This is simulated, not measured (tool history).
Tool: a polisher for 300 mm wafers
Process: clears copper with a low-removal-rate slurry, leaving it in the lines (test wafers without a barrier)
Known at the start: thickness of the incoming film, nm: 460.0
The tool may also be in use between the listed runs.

| run | hour | flow of slurry (ml/min) | pressure of the wafer on the pad (psi) | speed of the pad under the wafer (m/s) | abrasive content of the slurry | overpolish time after the end point (s) | time until the end point was called (s) | dishing of a wide line in a test structure (angstrom) |
|---|---|---|---|---|---|---|---|---|
| 1 | 0 | 165 | 3.8 | 0.86 | 1 | 28 | 148.38 | 625.48 |
| 2 | 3.4 | 165 | 3.8 | 0.76 | 1 | 28 | 164.38 | 558.93 |
| 3 | 7 | 160 | 3.7 | 0.76 | 1 | 32 | 168.71 | 604.75 |
| 4 | 7.7 | 160 | 3.7 | 0.76 | 1 | 38 | 170.44 | 694.97 |
| 5 | 14.6 | 160 | 3.7 | 0.66 | 1 | 38 | 192.39 | 643.19 |
| 6 | 19.1 | 160 | 3.7 | 0.48 | 1 | 38 | 268.17 | 488 |
| 7 | 21.9 | 165 | 4.2 | 0.48 | 1 | 39 | 235.41 | 549.76 |
| 8 | 23.3 | 165 | 4.6 | 0.48 | 1 | 41 | 216.07 | 658.8 |

Run 9 comes next. What will it give?
| 9 | 24.6 | 195 | 5.4 | 0.5 | 1 | 40 | ? | ? |

{"run 9": {"time until the end point was called (s)": 176.39, "dishing of a wide line in a test structure (angstrom)": 731.08}}
